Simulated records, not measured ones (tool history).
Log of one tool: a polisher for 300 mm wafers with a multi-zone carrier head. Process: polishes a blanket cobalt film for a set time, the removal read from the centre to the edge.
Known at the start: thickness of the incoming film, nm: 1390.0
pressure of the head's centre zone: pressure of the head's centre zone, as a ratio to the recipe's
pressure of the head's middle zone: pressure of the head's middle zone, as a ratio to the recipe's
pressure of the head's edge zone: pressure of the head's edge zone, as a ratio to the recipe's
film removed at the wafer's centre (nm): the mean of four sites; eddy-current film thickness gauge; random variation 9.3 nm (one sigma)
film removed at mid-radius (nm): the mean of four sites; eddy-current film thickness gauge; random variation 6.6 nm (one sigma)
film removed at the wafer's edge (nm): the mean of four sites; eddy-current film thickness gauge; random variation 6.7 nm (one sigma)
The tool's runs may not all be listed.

| run | hour | flow of slurry (ml/min) | pressure of the head's centre zone | pressure of the head's middle zone | pressure of the head's edge zone | polishing time (s) | film removed at the wafer's centre (nm) | film removed at mid-radius (nm) | film removed at the wafer's edge (nm) |
|---|---|---|---|---|---|---|---|---|---|
| 1 | 0.0 | 125 | 1.00 | 1.00 | 1.00 | 79 | 449.18 | 458.67 | 437.70 |
| 2 | 6.4 | 125 | 1.00 | 1.00 | 1.00 | 97 | 525.60 | 550.78 | 541.30 |
| 3 | 11.0 | 125 | 1.08 | 1.00 | 1.00 | 97 | 572.58 | 548.18 | 537.49 |
| 4 | 12.7 | 135 | 1.09 | 1.02 | 0.99 | 97 | 585.77 | 563.74 | 537.71 |
| 5 | 18.2 | 135 | 1.09 | 1.02 | 0.95 | 97 | 602.06 | 580.46 | 533.67 |
| 6 | 19.9 | 115 | 1.09 | 1.02 | 0.95 | 97 | 577.39 | 553.83 | 517.84 |
| 7 | 25.7 | 125 | 1.09 | 1.03 | 0.95 | 97 | 577.68 | 568.90 | 527.70 |
| 8 | 26.2 | 130 | 1.10 | 1.04 | 0.94 | 97 | 588.38 | 581.21 | 541.19 |

The next listed run, before its measurement:
| 9 | 27.7 | 135 | 1.11 | 1.05 | 0.92 | 97 | ? | ? | ? |

{"run 9": {"film removed at the wafer's centre (nm)": 605.25, "film removed at mid-radius (nm)": 586.23, "film removed at the wafer's edge (nm)": 536.51}}
